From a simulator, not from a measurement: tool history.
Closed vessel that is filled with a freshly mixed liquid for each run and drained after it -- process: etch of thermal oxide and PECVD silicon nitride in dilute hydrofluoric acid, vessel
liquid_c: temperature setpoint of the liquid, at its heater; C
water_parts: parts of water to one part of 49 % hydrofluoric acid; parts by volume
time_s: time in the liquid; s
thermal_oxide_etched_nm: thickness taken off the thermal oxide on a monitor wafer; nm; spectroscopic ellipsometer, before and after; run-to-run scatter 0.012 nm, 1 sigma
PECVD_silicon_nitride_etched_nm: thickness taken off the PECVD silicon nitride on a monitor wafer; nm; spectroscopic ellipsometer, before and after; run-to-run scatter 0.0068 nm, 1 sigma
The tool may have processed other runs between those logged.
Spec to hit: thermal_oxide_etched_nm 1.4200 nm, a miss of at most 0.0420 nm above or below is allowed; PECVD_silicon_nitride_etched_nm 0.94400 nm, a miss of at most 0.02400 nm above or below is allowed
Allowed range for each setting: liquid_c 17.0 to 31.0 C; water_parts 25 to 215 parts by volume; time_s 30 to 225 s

run	hour	liquid_c	water_parts	time_s	thermal_oxide_etched_nm	PECVD_silicon_nitride_etched_nm
1	0.0	23.0	120	115	4.3095	3.17330
2	7.7	23.0	140	115	3.5994	2.62960
3	13.7	25.5	140	115	3.9432	3.16590
4	20.7	25.5	140	65	2.2380	1.76430
5	22.7	24.5	145	65	2.0541	1.60660
6	28.7	24.5	145	85	2.7127	2.10070
7	36.3	24.5	145	85	2.6919	2.11750
8	40.9	23.5	150	85	2.4793	1.90800
9	44.6	19.5	190	85	1.6184	1.16490
10	51.1	19.0	190	85	1.5861	1.11550
11	57.7	18.5	190	85	1.5438	1.08300
12	61.7	17.5	190	85	1.4937	1.02190
13	69.6	17.0	190	80	1.3720	0.94003

4 next moves are on the table. One of them brings every result within its allowed miss. Which?
A	77.5	18.0	215	85	?	?
B	77.5	19.5	180	65	?	?
C	77.5	18.5	140	55	?	?
D	77.5	19.0	190	70	?	?

move	thermal_oxide_etched_nm	PECVD_silicon_nitride_etched_nm
A	1.2956	0.92918
B	1.2978	0.93201
C	1.4122	0.94092
D	1.2856	0.92136
A: misses by more than the last run did
B: misses by more than the last run did
C: in spec on every target
D: misses by more than the last run did
C meets every target.
